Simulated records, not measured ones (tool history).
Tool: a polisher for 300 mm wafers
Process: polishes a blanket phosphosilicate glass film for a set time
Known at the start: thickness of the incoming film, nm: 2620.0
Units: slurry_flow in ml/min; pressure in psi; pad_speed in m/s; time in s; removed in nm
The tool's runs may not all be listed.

Run 1, day 0.000: slurry_flow 285 ml/min, pressure 2.1 psi, pad_speed 0.96 m/s, slurry_solids 1.00, time 39 s. Result: removed 185.82 nm.
Run 2, day 0.279: slurry_flow 285 ml/min, pressure 2.0 psi, pad_speed 0.96 m/s, slurry_solids 1.00, time 39 s. Result: removed 179.26 nm.
Run 3, day 0.496: slurry_flow 285 ml/min, pressure 2.0 psi, pad_speed 1.16 m/s, slurry_solids 1.00, time 39 s. Result: removed 206.48 nm.
Run 4, day 0.846: slurry_flow 285 ml/min, pressure 2.0 psi, pad_speed 1.30 m/s, slurry_solids 1.00, time 39 s. Result: removed 224.95 nm.
Run 5, day 1.100: slurry_flow 285 ml/min, pressure 1.8 psi, pad_speed 1.30 m/s, slurry_solids 1.00, time 39 s. Result: removed 204.12 nm.
Run 6, day 1.454: slurry_flow 285 ml/min, pressure 1.8 psi, pad_speed 1.30 m/s, slurry_solids 1.05, time 39 s. Result: removed 210.24 nm.
Run 7, day 1.550: slurry_flow 285 ml/min, pressure 1.6 psi, pad_speed 1.30 m/s, slurry_solids 1.05, time 39 s. Result: removed 190.10 nm.

The next listed run, before its measurement:
Run 8, day 1.579: slurry_flow 285 ml/min, pressure 1.5 psi, pad_speed 1.30 m/s, slurry_solids 1.05, time 39 s. Result: removed ?.

{"run 8": {"removed": 181.19}}
